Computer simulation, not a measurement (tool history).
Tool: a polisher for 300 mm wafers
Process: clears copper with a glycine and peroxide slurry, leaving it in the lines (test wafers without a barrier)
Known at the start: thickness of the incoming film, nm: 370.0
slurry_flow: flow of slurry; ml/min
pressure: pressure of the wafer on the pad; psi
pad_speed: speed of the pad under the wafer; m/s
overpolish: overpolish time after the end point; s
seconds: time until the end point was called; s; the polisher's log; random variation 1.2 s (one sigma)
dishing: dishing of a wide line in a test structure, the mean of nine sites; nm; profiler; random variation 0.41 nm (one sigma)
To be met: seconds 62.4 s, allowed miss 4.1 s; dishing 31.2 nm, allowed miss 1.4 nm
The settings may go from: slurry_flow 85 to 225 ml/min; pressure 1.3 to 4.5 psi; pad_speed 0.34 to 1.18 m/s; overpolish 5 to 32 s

Run 1, hour 0: slurry_flow 145 ml/min, pressure 2.9 psi, pad_speed 0.76 m/s, overpolish 16 s. Result: seconds 92.383 s, dishing 46.273 nm.
Run 2, hour 3.3: slurry_flow 145 ml/min, pressure 3.1 psi, pad_speed 0.8 m/s, overpolish 12 s. Result: seconds 83.155 s, dishing 38.043 nm.
Run 3, hour 6.9: slurry_flow 145 ml/min, pressure 3.5 psi, pad_speed 0.8 m/s, overpolish 12 s. Result: seconds 78.085 s, dishing 42.848 nm.
Run 4, hour 13.8: slurry_flow 150 ml/min, pressure 3.4 psi, pad_speed 0.88 m/s, overpolish 10 s. Result: seconds 70.168 s, dishing 37.287 nm.
Run 5, hour 17.5: slurry_flow 150 ml/min, pressure 3.4 psi, pad_speed 0.78 m/s, overpolish 10 s. Result: seconds 82.573 s, dishing 34.678 nm.
Run 6, hour 21.1: slurry_flow 115 ml/min, pressure 3.4 psi, pad_speed 0.78 m/s, overpolish 10 s. Result: seconds 81.454 s, dishing 33.523 nm.
Run 7, hour 26.7: slurry_flow 115 ml/min, pressure 3.6 psi, pad_speed 0.82 m/s, overpolish 9 s. Result: seconds 77.004 s, dishing 32.757 nm.
Run 8, hour 28.9: slurry_flow 120 ml/min, pressure 3.7 psi, pad_speed 0.86 m/s, overpolish 8 s. Result: seconds 73.528 s, dishing 31.457 nm.
Run 9, hour 33.8: slurry_flow 125 ml/min, pressure 3.8 psi, pad_speed 0.9 m/s, overpolish 7 s. Result: seconds 67.573 s, dishing 28.619 nm.

Which of these 5 next moves meets every target?
Run A, hour 38.7: slurry_flow 125 ml/min, pressure 3.9 psi, pad_speed 0.74 m/s, overpolish 8 s. Result: seconds ?, dishing ?.
Run B, hour 38.7: slurry_flow 155 ml/min, pressure 3.4 psi, pad_speed 1.06 m/s, overpolish 7 s. Result: seconds ?, dishing ?.
Run C, hour 38.7: slurry_flow 145 ml/min, pressure 4.1 psi, pad_speed 0.9 m/s, overpolish 6 s. Result: seconds ?, dishing ?.
Run D, hour 38.7: slurry_flow 130 ml/min, pressure 3.2 psi, pad_speed 0.96 m/s, overpolish 9 s. Result: seconds ?, dishing ?.
Run E, hour 38.7: slurry_flow 110 ml/min, pressure 3.4 psi, pad_speed 0.92 m/s, overpolish 8 s. Result: seconds ?, dishing ?.

move  seconds  dishing
   A    77.07   29.374
   B   64.237   30.555
   C   62.465   27.301
   D   75.125   33.321
   E   76.447    29.48
A: further off than the last run
B: meets every target
C: further off than the last run
D: takes the result that was furthest off past its target
E: further off than the last run
Move B is the one to make.
